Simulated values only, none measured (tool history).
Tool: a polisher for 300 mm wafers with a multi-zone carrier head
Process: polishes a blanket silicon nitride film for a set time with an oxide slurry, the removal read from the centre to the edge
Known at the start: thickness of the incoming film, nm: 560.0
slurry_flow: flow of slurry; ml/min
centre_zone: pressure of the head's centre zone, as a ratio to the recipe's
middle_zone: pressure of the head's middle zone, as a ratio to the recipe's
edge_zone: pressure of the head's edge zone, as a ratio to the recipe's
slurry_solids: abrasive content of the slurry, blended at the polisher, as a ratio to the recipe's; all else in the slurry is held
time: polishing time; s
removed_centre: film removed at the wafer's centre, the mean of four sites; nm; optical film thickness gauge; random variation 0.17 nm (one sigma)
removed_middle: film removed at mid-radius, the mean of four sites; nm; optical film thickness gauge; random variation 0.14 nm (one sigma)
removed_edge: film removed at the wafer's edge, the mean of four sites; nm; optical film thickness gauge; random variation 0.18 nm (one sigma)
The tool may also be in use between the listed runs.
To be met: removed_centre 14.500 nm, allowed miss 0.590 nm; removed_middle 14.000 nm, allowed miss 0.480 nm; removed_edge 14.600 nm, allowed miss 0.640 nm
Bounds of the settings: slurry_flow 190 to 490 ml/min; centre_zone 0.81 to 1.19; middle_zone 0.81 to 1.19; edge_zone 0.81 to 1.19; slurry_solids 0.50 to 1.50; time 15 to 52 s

Run 1, day 0.000: slurry_flow 315 ml/min, centre_zone 1.00, middle_zone 1.00, edge_zone 1.00, slurry_solids 1.00, time 33 s. Result: removed_centre 18.191 nm, removed_middle 18.016 nm, removed_edge 18.033 nm.
Run 2, day 0.250: slurry_flow 315 ml/min, centre_zone 1.00, middle_zone 1.08, edge_zone 1.00, slurry_solids 1.00, time 33 s. Result: removed_centre 17.622 nm, removed_middle 19.490 nm, removed_edge 18.178 nm.
Run 3, day 0.458: slurry_flow 315 ml/min, centre_zone 0.95, middle_zone 1.08, edge_zone 1.00, slurry_solids 1.00, time 33 s. Result: removed_centre 17.063 nm, removed_middle 19.245 nm, removed_edge 17.749 nm.
Run 4, day 0.758: slurry_flow 275 ml/min, centre_zone 0.95, middle_zone 1.08, edge_zone 1.00, slurry_solids 1.00, time 33 s. Result: removed_centre 16.476 nm, removed_middle 19.127 nm, removed_edge 17.748 nm.
Run 5, day 0.896: slurry_flow 275 ml/min, centre_zone 0.95, middle_zone 1.11, edge_zone 1.00, slurry_solids 1.00, time 33 s. Result: removed_centre 16.891 nm, removed_middle 19.264 nm, removed_edge 17.699 nm.
Run 6, day 1.042: slurry_flow 275 ml/min, centre_zone 0.95, middle_zone 1.11, edge_zone 1.00, slurry_solids 1.20, time 33 s. Result: removed_centre 18.351 nm, removed_middle 21.369 nm, removed_edge 19.786 nm.
Run 7, day 1.138: slurry_flow 275 ml/min, centre_zone 0.94, middle_zone 1.07, edge_zone 0.99, slurry_solids 1.10, time 33 s. Result: removed_centre 17.166 nm, removed_middle 20.283 nm, removed_edge 18.618 nm.
Run 8, day 1.204: slurry_flow 280 ml/min, centre_zone 0.95, middle_zone 1.05, edge_zone 1.00, slurry_solids 1.00, time 33 s. Result: removed_centre 16.690 nm, removed_middle 18.810 nm, removed_edge 17.349 nm.

Which of these 4 next moves meets every target?
Run A, day 1.271: slurry_flow 275 ml/min, centre_zone 0.85, middle_zone 1.02, edge_zone 0.98, slurry_solids 1.25, time 35 s. Result: removed_centre ?, removed_middle ?, removed_edge ?.
Run B, day 1.271: slurry_flow 290 ml/min, centre_zone 1.03, middle_zone 0.99, edge_zone 1.10, slurry_solids 0.80, time 31 s. Result: removed_centre ?, removed_middle ?, removed_edge ?.
Run C, day 1.271: slurry_flow 250 ml/min, centre_zone 1.05, middle_zone 0.93, edge_zone 1.07, slurry_solids 1.15, time 24 s. Result: removed_centre ?, removed_middle ?, removed_edge ?.
Run D, day 1.271: slurry_flow 250 ml/min, centre_zone 1.14, middle_zone 0.95, edge_zone 0.93, slurry_solids 1.00, time 32 s. Result: removed_centre ?, removed_middle ?, removed_edge ?.

move  removed_centre  removed_middle  removed_edge
   A          18.071          21.977        21.214
   B          14.334          13.984        14.405
   C          14.461          13.161        14.220
   D          19.200          16.366        16.574
A: further off than the last run
B: meets every target
C: takes the result that was furthest off past its target
D: nearer than the last run, and not there yet
The right move is B.
